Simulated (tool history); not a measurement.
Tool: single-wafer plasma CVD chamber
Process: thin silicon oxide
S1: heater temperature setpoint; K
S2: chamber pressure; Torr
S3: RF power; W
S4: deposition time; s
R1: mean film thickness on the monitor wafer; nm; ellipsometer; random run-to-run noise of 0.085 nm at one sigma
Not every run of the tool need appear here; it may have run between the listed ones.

run 1 day=0.000 | S1=673.15 S2=0.603 S3=335 S4=11.22 | R1=17.085
run 2 day=0.246 | S1=673.15 S2=0.527 S3=335 S4=11.22 | R1=14.987
run 3 day=0.583 | S1=673.15 S2=0.590 S3=335 S4=11.22 | R1=16.704
run 4 day=0.750 | S1=673.15 S2=0.655 S3=335 S4=11.22 | R1=18.644
run 5 day=1.017 | S1=673.15 S2=0.616 S3=335 S4=11.22 | R1=17.526
run 6 day=1.142 | S1=669.15 S2=0.616 S3=335 S4=11.22 | R1=17.605
run 7 day=1.400 | S1=668.15 S2=0.655 S3=335 S4=11.22 | R1=18.571
run 8 day=1.604 | S1=668.15 S2=0.689 S3=335 S4=11.22 | R1=19.712
run 9 day=1.758 | S1=668.15 S2=0.714 S3=335 S4=11.22 | R1=20.143
run 10 day=1.933 | S1=668.15 S2=0.739 S3=335 S4=11.22 | R1=20.955
run 11 day=2.058 | S1=668.15 S2=0.757 S3=335 S4=11.22 | R1=21.387
run 12 day=2.350 | S1=668.15 S2=0.772 S3=335 S4=11.22 | R1=21.804
run 13 day=2.408 | S1=668.15 S2=0.772 S3=335 S4=11.22 | R1=21.757
run 14 day=2.529 | S1=668.15 S2=0.772 S3=335 S4=11.22 | R1=21.980
run 15 day=2.788 | S1=668.15 S2=0.782 S3=335 S4=11.22 | R1=22.023
run 16 day=2.942 | S1=668.15 S2=0.782 S3=335 S4=11.22 | R1=22.035
run 17 day=3.075 | S1=667.15 S2=0.791 S3=335 S4=11.22 | R1=22.276
run 18 day=3.371 | S1=667.15 S2=0.799 S3=335 S4=11.22 | R1=22.592

Run 19 has not been measured yet. What should we expect?
run 19 day=3.658 | S1=667.15 S2=0.805 S3=335 S4=11.22 | R1=?

{"run 19": {"R1": 22.686}}

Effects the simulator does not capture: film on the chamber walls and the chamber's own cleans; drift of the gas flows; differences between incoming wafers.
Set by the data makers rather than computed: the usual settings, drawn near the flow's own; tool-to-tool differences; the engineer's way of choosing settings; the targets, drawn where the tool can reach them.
